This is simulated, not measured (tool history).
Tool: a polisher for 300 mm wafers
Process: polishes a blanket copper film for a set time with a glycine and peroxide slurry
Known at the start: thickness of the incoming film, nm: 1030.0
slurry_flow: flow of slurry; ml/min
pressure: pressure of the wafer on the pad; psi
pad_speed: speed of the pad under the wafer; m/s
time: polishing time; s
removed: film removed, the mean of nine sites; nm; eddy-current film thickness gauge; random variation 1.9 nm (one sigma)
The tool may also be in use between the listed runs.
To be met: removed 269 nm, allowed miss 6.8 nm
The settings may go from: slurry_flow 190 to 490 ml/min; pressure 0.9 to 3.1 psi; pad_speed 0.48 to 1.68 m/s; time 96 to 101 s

run    day  slurry_flow  pressure  pad_speed  time  removed
  1      0          315         2       1.08    96   365.77
  2  0.204          315       1.6       1.08    96   309.93
  3  0.433          315       2.1       1.08    96   378.65
  4  0.629          315       1.8       1.08    96   335.21
  5  0.975          315       1.8       0.94    96   306.49
  6  1.317          315       1.8        1.1    96   340.54
  7  1.596          315       1.6        1.1    96   309.94
  8  1.846          315       1.5        1.1    96   296.27

Which of these 5 next moves meets every target?
  A  2.096          285       1.5       1.06    96        ?
  B  2.096          310       1.4       1.04    96        ?
  C  2.096          320       1.4       1.04   100        ?
  D  2.096          380       1.5       0.78    98        ?
  E  2.096          325       1.6       0.98    98        ?

move  removed
   A   283.87
   B   269.19
   C   281.25
   D   247.94
   E   292.93
A: nearer than the last run, and not there yet
B: meets every target
C: nearer than the last run, and not there yet
D: takes the result that was furthest off past its target
E: nearer than the last run, and not there yet
The right move is B.

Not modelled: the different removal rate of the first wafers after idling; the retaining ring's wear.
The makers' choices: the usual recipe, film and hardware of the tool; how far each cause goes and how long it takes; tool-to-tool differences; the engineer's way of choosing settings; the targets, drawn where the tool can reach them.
